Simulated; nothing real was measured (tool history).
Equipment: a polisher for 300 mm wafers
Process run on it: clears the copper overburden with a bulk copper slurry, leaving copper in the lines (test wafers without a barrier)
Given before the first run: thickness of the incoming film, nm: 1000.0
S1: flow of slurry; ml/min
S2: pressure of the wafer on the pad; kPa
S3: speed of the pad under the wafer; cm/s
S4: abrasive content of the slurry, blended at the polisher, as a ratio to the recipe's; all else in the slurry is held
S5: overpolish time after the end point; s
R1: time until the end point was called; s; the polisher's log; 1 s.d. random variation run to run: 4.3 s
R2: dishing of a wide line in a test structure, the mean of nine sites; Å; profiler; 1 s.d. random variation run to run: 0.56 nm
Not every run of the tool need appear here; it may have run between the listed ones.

| run | hour | S1 | S2 | S3 | S4 | S5 | R1 | R2 |
|---|---|---|---|---|---|---|---|---|
| 1 | 0 | 255 | 15.9 | 126 | 1 | 10 | 131.19 | 558.84 |
| 2 | 7.2 | 255 | 13.8 | 122 | 1 | 11 | 152.11 | 502.37 |
| 3 | 8.2 | 285 | 13.8 | 122 | 1 | 11 | 152.99 | 518.15 |
| 4 | 15.9 | 285 | 13.8 | 122 | 1.15 | 11 | 148.75 | 529.74 |
| 5 | 20.5 | 285 | 11 | 122 | 1.15 | 11 | 177.84 | 436.63 |
| 6 | 24.3 | 285 | 10.3 | 118 | 1.15 | 12 | 205.45 | 448.23 |
| 7 | 29.8 | 285 | 9.7 | 118 | 1.15 | 12 | 214.48 | 410.78 |

Run 8 is up next; what results do you expect?
| 8 | 38.5 | 285 | 9 | 118 | 1.15 | 13 | ? | ? |

Run 8 yielded R1 230.88 s, R2 403.14 Å.
